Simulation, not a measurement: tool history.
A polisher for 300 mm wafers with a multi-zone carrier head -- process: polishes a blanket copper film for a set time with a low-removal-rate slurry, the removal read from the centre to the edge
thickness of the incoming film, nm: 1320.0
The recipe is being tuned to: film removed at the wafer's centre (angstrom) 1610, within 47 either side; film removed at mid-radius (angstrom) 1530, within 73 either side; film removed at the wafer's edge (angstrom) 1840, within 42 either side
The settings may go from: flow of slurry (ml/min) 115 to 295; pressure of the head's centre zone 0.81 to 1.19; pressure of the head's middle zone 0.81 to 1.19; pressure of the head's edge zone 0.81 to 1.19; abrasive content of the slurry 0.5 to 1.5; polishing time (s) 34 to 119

run  hour  flow of slurry (ml/min)  pressure of the head's centre zone  pressure of the head's middle zone  pressure of the head's edge zone  abrasive content of the slurry  polishing time (s)  film removed at the wafer's centre (angstrom)  film removed at mid-radius (angstrom)  film removed at the wafer's edge (angstrom)
  1     0                      190                                   1                                   1                                 1                               1                  76                                         2391.9                                 2437.7                                       2500.8
  2   4.9                      215                                   1                                   1                                 1                               1                  76                                         2428.6                                 2453.8                                       2487.1
  3   8.9                      235                                   1                                   1                                 1                               1                  76                                         2529.8                                 2493.3                                       2547.6
  4  14.2                      225                                0.97                                0.95                              0.99                            0.85                  72                                         2191.3                                 2217.6                                         2338
  5    20                      225                                0.97                                0.95                              0.91                            0.85                  72                                         2188.7                                 2166.2                                       2199.3
  6  26.2                      225                                0.97                                0.95                              0.91                            0.65                  72                                         2104.6                                 2074.1                                       2125.6
  7  32.4                      205                                0.96                                0.91                              0.92                             0.6                  70                                         1983.1                                   1914                                       2050.3
  8  37.8                      155                                0.88                                0.81                              0.95                             0.5                  62                                         1468.9                                 1446.5                                       1738.3
  9  40.3                      170                                0.89                                0.81                              0.96                             0.5                  62                                         1523.1                                 1473.8                                       1766.3
 10  44.1                      180                                0.89                                0.81                              0.97                             0.5                  62                                           1529                                 1523.8                                       1780.2
 11    50                      175                                 0.9                                0.81                              0.99                             0.5                  62                                         1557.9                                 1514.7                                       1792.9
 12  57.9                      170                                0.91                                0.81                              1.01                             0.5                  62                                         1574.9                                 1500.7                                       1791.2
 13  66.3                      170                                0.91                                0.81                              1.01                             0.5                  62                                         1556.4                                 1506.9                                         1812

Which single option among these 5 for the next run brings every result within its allowed miss of target? Just one does.
  A  74.7                      170                                0.93                                0.88                              1.05                             0.6                  58                                              ?                                      ?                                            ?
  B  74.7                      150                                0.93                                0.83                              1.01                             0.6                  63                                              ?                                      ?                                            ?
  C  74.7                      135                                0.93                                0.81                              1.03                             0.6                  60                                              ?                                      ?                                            ?
  D  74.7                      165                                0.94                                0.83                              1.13                             0.5                  58                                              ?                                      ?                                            ?
  E  74.7                      150                                 0.9                                0.87                              1.13                             0.5                  62                                              ?                                      ?                                            ?

move  film removed at the wafer's centre (angstrom)  film removed at mid-radius (angstrom)  film removed at the wafer's edge (angstrom)
   A                                         1531.6                                   1509                                       1763.7
   B                                         1620.9                                 1533.8                                       1850.1
   C                                         1506.3                                 1404.1                                       1752.3
   D                                         1498.3                                   1399                                       1776.4
   E                                         1503.1                                 1522.3                                       1874.1
A: the biggest miss grows against the last run
B: every result within its allowed miss
C: the biggest miss grows against the last run
D: the biggest miss grows against the last run
E: the biggest miss grows against the last run
So the answer is move B, the one that meets all the targets.
